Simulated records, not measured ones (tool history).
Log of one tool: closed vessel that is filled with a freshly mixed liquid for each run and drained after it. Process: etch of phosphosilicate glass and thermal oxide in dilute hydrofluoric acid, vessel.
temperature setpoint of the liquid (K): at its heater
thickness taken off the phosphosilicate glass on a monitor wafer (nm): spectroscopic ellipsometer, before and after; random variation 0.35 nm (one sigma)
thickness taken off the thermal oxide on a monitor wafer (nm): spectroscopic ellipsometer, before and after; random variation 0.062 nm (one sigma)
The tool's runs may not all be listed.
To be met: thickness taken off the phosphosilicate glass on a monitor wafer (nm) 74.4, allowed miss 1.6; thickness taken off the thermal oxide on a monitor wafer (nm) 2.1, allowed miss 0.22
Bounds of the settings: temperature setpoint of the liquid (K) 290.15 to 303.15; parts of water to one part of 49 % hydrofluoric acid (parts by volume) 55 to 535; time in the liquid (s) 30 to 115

run	day	temperature setpoint of the liquid (K)	parts of water to one part of 49 % hydrofluoric acid (parts by volume)	time in the liquid (s)	thickness taken off the phosphosilicate glass on a monitor wafer (nm)	thickness taken off the thermal oxide on a monitor wafer (nm)
1	0	295.15	295	60	26.254	0.73865
2	0.329	293.15	295	60	24.599	0.65647
3	0.654	294.65	250	60	32.071	0.9445
4	0.967	294.65	250	45	24.123	0.67896
5	1.338	294.65	250	30	16.013	0.45792
6	1.704	294.65	250	30	15.916	0.43577
7	2.067	295.65	210	35	23.933	0.69146
8	2.267	297.15	175	35	31.207	0.87289
9	2.379	298.15	150	35	39.359	1.0952
10	2.554	299.15	135	35	46.176	1.3353
11	2.662	303.15	65	35	123.05	3.5519
12	2.846	302.15	65	35	118.12	3.4023
13	3.129	301.15	65	35	113.76	3.2362
14	3.425	299.65	65	35	107.53	3.1072
15	3.675	295.65	80	35	72.578	1.9353

4 next moves are on the table. One of them brings every result within its allowed miss. Which?
A	3.925	293.15	90	45	?	?
B	3.925	295.15	80	35	?	?
C	3.925	299.15	80	30	?	?
D	3.925	296.15	95	40	?	?

move	thickness taken off the phosphosilicate glass on a monitor wafer (nm)	thickness taken off the thermal oxide on a monitor wafer (nm)
A	73.621	2.0507
B	70.764	1.9711
C	71.239	1.9843
D	69.646	1.9399
A: meets every target
B: further off than the last run
C: further off than the last run
D: further off than the last run
The right move is A.
